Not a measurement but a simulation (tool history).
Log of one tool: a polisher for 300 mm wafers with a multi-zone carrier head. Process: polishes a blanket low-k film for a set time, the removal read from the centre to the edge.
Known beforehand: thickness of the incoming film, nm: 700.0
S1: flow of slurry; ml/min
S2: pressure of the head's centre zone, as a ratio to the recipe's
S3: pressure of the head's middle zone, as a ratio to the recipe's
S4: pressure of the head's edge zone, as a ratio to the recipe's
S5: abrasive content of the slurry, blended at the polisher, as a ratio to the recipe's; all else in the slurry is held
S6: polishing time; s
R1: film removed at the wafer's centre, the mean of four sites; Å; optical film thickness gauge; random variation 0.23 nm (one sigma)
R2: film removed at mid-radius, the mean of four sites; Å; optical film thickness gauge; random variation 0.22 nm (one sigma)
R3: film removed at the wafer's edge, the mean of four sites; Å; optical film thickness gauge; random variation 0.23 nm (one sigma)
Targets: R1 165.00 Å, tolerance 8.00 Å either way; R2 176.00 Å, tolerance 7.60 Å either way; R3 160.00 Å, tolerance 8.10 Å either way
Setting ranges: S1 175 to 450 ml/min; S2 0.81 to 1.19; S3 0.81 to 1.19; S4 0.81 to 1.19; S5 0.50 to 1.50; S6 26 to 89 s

{"run": 1, "hour": 0.0, "S1": 290, "S2": 1.0, "S3": 1.0, "S4": 1.0, "S5": 1.0, "S6": 57, "R1": 213.06, "R2": 212.3, "R3": 205.65}
{"run": 2, "hour": 3.4, "S1": 290, "S2": 0.99, "S3": 1.0, "S4": 0.99, "S5": 0.95, "S6": 57, "R1": 211.46, "R2": 209.72, "R3": 200.21}
{"run": 3, "hour": 4.9, "S1": 290, "S2": 0.98, "S3": 1.0, "S4": 0.99, "S5": 0.9, "S6": 57, "R1": 205.73, "R2": 199.31, "R3": 198.91}
{"run": 4, "hour": 5.8, "S1": 290, "S2": 0.97, "S3": 1.02, "S4": 0.98, "S5": 0.85, "S6": 56, "R1": 198.23, "R2": 199.85, "R3": 188.29}
{"run": 5, "hour": 7.9, "S1": 290, "S2": 0.96, "S3": 1.02, "S4": 0.97, "S5": 0.8, "S6": 56, "R1": 192.69, "R2": 189.54, "R3": 189.0}
{"run": 6, "hour": 9.6, "S1": 290, "S2": 0.96, "S3": 1.02, "S4": 0.93, "S5": 0.8, "S6": 56, "R1": 190.99, "R2": 195.67, "R3": 184.03}
{"hour": 15.6, "done": "worn pad replaced by a new one"}
{"run": 7, "hour": 15.6, "S1": 290, "S2": 0.92, "S3": 0.97, "S4": 0.86, "S5": 0.55, "S6": 55, "R1": 179.43, "R2": 180.8, "R3": 174.19}
{"run": 8, "hour": 22.3, "S1": 290, "S2": 0.92, "S3": 0.98, "S4": 0.86, "S5": 0.55, "S6": 55, "R1": 180.03, "R2": 183.29, "R3": 177.85}
{"run": 9, "hour": 24.6, "S1": 295, "S2": 0.92, "S3": 1.04, "S4": 0.81, "S5": 0.5, "S6": 50, "R1": 161.08, "R2": 170.76, "R3": 149.79}

Which one of the following 5 next-run settings gets every result inside its allowed miss? There is exactly one.
{"run": "A", "hour": 26.9, "S1": 330, "S2": 1.05, "S3": 1.03, "S4": 0.82, "S5": 0.6, "S6": 44, "R1": "?", "R2": "?", "R3": "?"}
{"run": "B", "hour": 26.9, "S1": 320, "S2": 0.81, "S3": 1.02, "S4": 0.98, "S5": 0.7, "S6": 45, "R1": "?", "R2": "?", "R3": "?"}
{"run": "C", "hour": 26.9, "S1": 330, "S2": 0.87, "S3": 0.99, "S4": 0.82, "S5": 0.5, "S6": 53, "R1": "?", "R2": "?", "R3": "?"}
{"run": "D", "hour": 26.9, "S1": 270, "S2": 0.88, "S3": 0.87, "S4": 0.92, "S5": 0.7, "S6": 48, "R1": "?", "R2": "?", "R3": "?"}
{"run": "E", "hour": 26.9, "S1": 395, "S2": 1.1, "S3": 1.01, "S4": 0.81, "S5": 0.65, "S6": 43, "R1": "?", "R2": "?", "R3": "?"}

move=A R1=168.75 R2=166.78 R3=144.73
move=B R1=150.47 R2=178.52 R3=169.52
move=C R1=165.56 R2=182.00 R3=163.29
move=D R1=166.66 R2=163.63 R3=173.41
move=E R1=178.91 R2=167.58 R3=146.62
A: further off than the last run
B: carries the result that was furthest off beyond its target, to the other side
C: every result within its allowed miss
D: carries the result that was furthest off beyond its target, to the other side
E: further off than the last run
C meets every target.

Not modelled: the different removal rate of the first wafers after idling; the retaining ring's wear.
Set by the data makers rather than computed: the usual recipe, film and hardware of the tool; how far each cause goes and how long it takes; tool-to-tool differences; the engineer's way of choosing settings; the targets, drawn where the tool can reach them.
